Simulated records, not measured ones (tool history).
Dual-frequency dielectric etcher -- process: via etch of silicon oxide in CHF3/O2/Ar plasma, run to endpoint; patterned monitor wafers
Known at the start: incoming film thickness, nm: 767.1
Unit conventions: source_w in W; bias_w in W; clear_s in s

run	hour	source_w	bias_w	clear_s
1	0	840	149	353.91
2	3.7	780	147	364.66
3	5.2	730	145	370.62
4	6.9	730	166	360.27
5	8.1	680	162	368.73
6	16.4	640	158	379.44
7	17.9	610	157	389.31
8	22.4	590	157	386.69

What does the tool deliver on the next run?
9	28.2	570	155	?

clear_s: 392.39 s
